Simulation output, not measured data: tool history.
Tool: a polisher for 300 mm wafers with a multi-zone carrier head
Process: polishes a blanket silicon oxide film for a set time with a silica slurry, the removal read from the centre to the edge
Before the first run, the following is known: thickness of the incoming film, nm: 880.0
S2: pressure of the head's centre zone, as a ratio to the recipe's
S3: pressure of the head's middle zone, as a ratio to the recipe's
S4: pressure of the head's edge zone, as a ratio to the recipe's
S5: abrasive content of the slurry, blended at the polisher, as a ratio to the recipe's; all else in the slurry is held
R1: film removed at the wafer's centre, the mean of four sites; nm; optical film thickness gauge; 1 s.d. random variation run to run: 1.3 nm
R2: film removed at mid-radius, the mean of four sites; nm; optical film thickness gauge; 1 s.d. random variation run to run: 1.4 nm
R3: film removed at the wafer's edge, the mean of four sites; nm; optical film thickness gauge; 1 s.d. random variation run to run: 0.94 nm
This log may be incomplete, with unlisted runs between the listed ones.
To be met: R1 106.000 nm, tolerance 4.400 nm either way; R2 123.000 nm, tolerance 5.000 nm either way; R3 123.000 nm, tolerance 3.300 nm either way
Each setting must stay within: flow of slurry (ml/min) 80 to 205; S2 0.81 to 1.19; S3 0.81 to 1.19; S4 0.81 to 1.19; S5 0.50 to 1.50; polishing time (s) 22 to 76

Run 1, hour 0.0: flow of slurry (ml/min) 135, S2 1.00, S3 1.00, S4 1.00, S5 1.00, polishing time (s) 49. Result: R1 94.089 nm, R2 98.688 nm, R3 94.430 nm.
Run 2, hour 5.3: flow of slurry (ml/min) 160, S2 1.00, S3 1.00, S4 1.00, S5 1.00, polishing time (s) 49. Result: R1 96.501 nm, R2 98.157 nm, R3 96.846 nm.
Run 3, hour 10.6: flow of slurry (ml/min) 160, S2 1.00, S3 1.00, S4 1.00, S5 1.15, polishing time (s) 49. Result: R1 103.410 nm, R2 104.620 nm, R3 101.960 nm.
Run 4, hour 17.1: flow of slurry (ml/min) 160, S2 1.00, S3 1.00, S4 0.96, S5 1.15, polishing time (s) 49. Result: R1 101.760 nm, R2 106.700 nm, R3 98.689 nm.
Run 5, hour 18.6: flow of slurry (ml/min) 160, S2 1.00, S3 0.91, S4 0.96, S5 1.15, polishing time (s) 49. Result: R1 103.730 nm, R2 97.658 nm, R3 100.260 nm.
Run 6, hour 26.6: flow of slurry (ml/min) 160, S2 0.99, S3 0.93, S4 0.98, S5 1.20, polishing time (s) 49. Result: R1 103.980 nm, R2 100.010 nm, R3 101.150 nm.
Run 7, hour 33.8: flow of slurry (ml/min) 160, S2 0.97, S3 0.95, S4 1.00, S5 1.25, polishing time (s) 49. Result: R1 100.450 nm, R2 105.030 nm, R3 103.710 nm.
Run 8, hour 39.6: flow of slurry (ml/min) 160, S2 0.97, S3 0.96, S4 1.02, S5 1.30, polishing time (s) 49. Result: R1 104.280 nm, R2 107.480 nm, R3 108.110 nm.
Run 9, hour 40.6: flow of slurry (ml/min) 160, S2 0.97, S3 0.97, S4 1.04, S5 1.30, polishing time (s) 49. Result: R1 105.990 nm, R2 107.260 nm, R3 108.660 nm.
Run 10, hour 45.7: flow of slurry (ml/min) 160, S2 0.96, S3 0.98, S4 1.06, S5 1.30, polishing time (s) 49. Result: R1 104.920 nm, R2 111.480 nm, R3 109.410 nm.
Run 11, hour 50.6: flow of slurry (ml/min) 160, S2 0.95, S3 0.98, S4 1.08, S5 1.30, polishing time (s) 49. Result: R1 103.850 nm, R2 108.390 nm, R3 110.820 nm.
Run 12, hour 54.4: flow of slurry (ml/min) 160, S2 0.94, S3 0.99, S4 1.09, S5 1.30, polishing time (s) 49. Result: R1 101.410 nm, R2 108.150 nm, R3 110.350 nm.
Run 13, hour 58.0: flow of slurry (ml/min) 160, S2 0.94, S3 1.00, S4 1.10, S5 1.30, polishing time (s) 49. Result: R1 100.090 nm, R2 112.850 nm, R3 113.150 nm.
Run 14, hour 61.0: flow of slurry (ml/min) 165, S2 0.94, S3 1.01, S4 1.11, S5 1.30, polishing time (s) 49. Result: R1 99.932 nm, R2 109.760 nm, R3 112.920 nm.
Run 15, hour 62.8: flow of slurry (ml/min) 165, S2 0.94, S3 1.02, S4 1.12, S5 1.30, polishing time (s) 49. Result: R1 103.260 nm, R2 113.270 nm, R3 113.610 nm.
Run 16, hour 71.5: flow of slurry (ml/min) 190, S2 0.88, S3 1.03, S4 1.19, S5 1.35, polishing time (s) 49. Result: R1 99.259 nm, R2 116.670 nm, R3 120.450 nm.
Run 17, hour 75.0: flow of slurry (ml/min) 195, S2 0.90, S3 1.05, S4 1.19, S5 1.35, polishing time (s) 49. Result: R1 101.220 nm, R2 121.790 nm, R3 120.830 nm.

Which single option among these 4 for the next run brings every result within its allowed miss of target? Just one does.
Run A, hour 78.5: flow of slurry (ml/min) 195, S2 0.82, S3 1.07, S4 1.19, S5 1.25, polishing time (s) 51. Result: R1 ?, R2 ?, R3 ?.
Run B, hour 78.5: flow of slurry (ml/min) 165, S2 0.90, S3 1.11, S4 1.15, S5 1.10, polishing time (s) 52. Result: R1 ?, R2 ?, R3 ?.
Run C, hour 78.5: flow of slurry (ml/min) 195, S2 0.85, S3 1.07, S4 1.19, S5 1.35, polishing time (s) 50. Result: R1 ?, R2 ?, R3 ?.
Run D, hour 78.5: flow of slurry (ml/min) 205, S2 0.91, S3 1.02, S4 1.17, S5 1.50, polishing time (s) 49. Result: R1 ?, R2 ?, R3 ?.

move       R1       R2       R3
   A   93.042  124.840  122.200
   B   96.623  122.060  114.490
   C   97.247  125.820  123.180
   D  106.650  123.580  124.790
A: misses by more than the last run did
B: misses by more than the last run did
C: misses by more than the last run did
D: meets every target
The right move is D.

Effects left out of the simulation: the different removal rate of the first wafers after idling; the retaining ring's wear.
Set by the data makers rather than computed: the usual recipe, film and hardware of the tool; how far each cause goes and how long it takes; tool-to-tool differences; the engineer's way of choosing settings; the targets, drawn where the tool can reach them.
